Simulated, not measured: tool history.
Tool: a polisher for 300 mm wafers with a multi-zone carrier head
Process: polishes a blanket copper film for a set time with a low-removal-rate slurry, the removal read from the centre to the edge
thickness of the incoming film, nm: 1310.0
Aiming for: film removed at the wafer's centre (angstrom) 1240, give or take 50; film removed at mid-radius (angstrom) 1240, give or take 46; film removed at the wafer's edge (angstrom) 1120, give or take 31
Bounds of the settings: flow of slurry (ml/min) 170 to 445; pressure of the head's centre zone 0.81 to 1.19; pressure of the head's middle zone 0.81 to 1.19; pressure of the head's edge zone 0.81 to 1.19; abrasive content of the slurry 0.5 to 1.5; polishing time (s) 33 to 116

run    day  flow of slurry (ml/min)  pressure of the head's centre zone  pressure of the head's middle zone  pressure of the head's edge zone  abrasive content of the slurry  polishing time (s)  film removed at the wafer's centre (angstrom)  film removed at mid-radius (angstrom)  film removed at the wafer's edge (angstrom)
  1      0                      285                                   1                                   1                                 1                               1                  74                                         2276.5                                 2360.4                                       2299.8
  2  0.196                      285                                1.01                                   1                              0.96                             0.9                  64                                           1967                                 1926.1                                       1880.1
  3  0.367                      285                                0.99                                1.02                              0.93                             0.8                  58                                         1634.9                                 1697.4                                       1634.8
  4  0.425                      290                                1.01                                1.04                               0.9                            0.75                  54                                         1565.5                                 1621.1                                       1467.3
  5  0.667                      290                                1.01                                1.04                               0.9                             0.9                  54                                         1635.7                                 1694.1                                       1544.1
  6  0.996                      290                                1.06                                1.04                               0.9                             0.9                  54                                         1719.7                                 1693.8                                       1529.3
  7  1.279                      285                                1.05                                1.04                              0.88                             0.8                  51                                         1559.8                                 1540.9                                       1391.5
  8  1.346                      285                                1.05                                1.04                              0.88                             0.8                  51                                         1540.5                                 1541.7                                       1406.7
  9  1.683                      275                                1.03                                1.02                              0.82                            0.55                  39                                         1066.1                                 1062.5                                       914.42
 10  1.825                      295                                1.04                                1.03                              0.86                            0.55                  39                                         1053.2                                 1064.8                                        953.3
 11  1.929                      295                                1.07                                1.05                              0.88                             0.6                  39                                         1105.6                                 1104.4                                       977.52
 12  2.167                      295                                1.08                                1.06                              0.89                            0.65                  39                                         1158.3                                 1133.8                                       1008.8
 13  2.279                      295                                1.08                                1.07                               0.9                             0.7                  39                                         1176.9                                 1193.7                                         1039
 14  2.362                      295                                1.08                                1.07                              0.91                            0.75                  39                                         1195.2                                 1210.7                                         1057
 15  2.592                      295                                1.08                                1.06                              0.92                            0.75                  39                                         1200.3                                 1183.2                                       1066.4

Which single option among these 4 for the next run brings every result within its allowed miss of target? Just one does.
  A  2.821                      395                                1.11                                1.05                              0.92                             0.6                  37                                              ?                                      ?                                            ?
  B  2.821                      305                                1.02                                1.07                              1.07                            0.55                  43                                              ?                                      ?                                            ?
  C  2.821                      340                                1.07                                1.06                              0.93                             0.8                  39                                              ?                                      ?                                            ?
  D  2.821                      340                                1.15                                1.15                              0.91                            0.65                  38                                              ?                                      ?                                            ?

move  film removed at the wafer's centre (angstrom)  film removed at mid-radius (angstrom)  film removed at the wafer's edge (angstrom)
   A                                         1118.1                                 1085.7                                        982.3
   B                                         1137.1                                 1224.5                                       1177.1
   C                                         1220.1                                 1240.9                                       1121.7
   D                                           1205                                 1220.9                                       1018.1
A: moves away from the targets compared with the last run
B: the result that was furthest off in the last run now lies on the other side of its target
C: each result inside its tolerance
D: moves away from the targets compared with the last run
C meets every target.
